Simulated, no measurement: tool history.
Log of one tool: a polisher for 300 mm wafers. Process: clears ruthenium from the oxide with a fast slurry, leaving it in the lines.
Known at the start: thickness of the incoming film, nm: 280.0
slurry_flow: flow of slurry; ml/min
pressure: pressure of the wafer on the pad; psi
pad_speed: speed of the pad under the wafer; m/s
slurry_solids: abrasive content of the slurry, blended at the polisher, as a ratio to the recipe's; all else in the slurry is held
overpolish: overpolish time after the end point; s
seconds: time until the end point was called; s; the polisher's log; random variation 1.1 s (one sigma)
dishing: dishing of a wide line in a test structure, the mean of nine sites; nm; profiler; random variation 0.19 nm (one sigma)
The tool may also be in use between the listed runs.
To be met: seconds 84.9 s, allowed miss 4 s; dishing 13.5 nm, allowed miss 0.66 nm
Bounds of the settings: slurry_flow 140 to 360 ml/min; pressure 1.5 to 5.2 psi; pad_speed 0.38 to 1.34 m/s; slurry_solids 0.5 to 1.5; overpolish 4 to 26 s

run	hour	slurry_flow	pressure	pad_speed	slurry_solids	overpolish	seconds	dishing
1	0	230	3.3	0.86	1	13	60.933	42.944
2	5.1	270	3.3	0.86	1	13	61.058	44.105
3	11.1	270	3.3	0.96	1	13	54.533	47.712
4	12.2	240	3	0.96	0.9	11	64.82	36.225
5	16.5	215	2.7	0.94	1	9	68.641	28.641
6	19.6	160	2.7	0.94	1	9	71.036	27.961
7	21.9	155	2.4	0.9	1.1	8	79.282	22.844
8	30.1	150	2.2	0.9	1.2	7	82.054	19.688
9	32.8	150	2.1	0.9	1.25	6	80.812	16.068
10	36.1	150	2	0.9	1.25	6	87.472	15.484

Which of these 4 next moves meets every target?
A	39.4	155	2.4	0.8	1.2	7	?	?
B	39.4	145	1.7	0.98	1.4	7	?	?
C	39.4	155	1.9	0.9	1.1	6	?	?
D	39.4	165	2.3	0.8	1.3	5	?	?

move	seconds	dishing
A	83.477	18.528
B	86.687	17.882
C	94.431	14.247
D	82.787	13.573
A: further off than the last run
B: further off than the last run
C: nearer than the last run, and not there yet
D: meets every target
The right move is D.
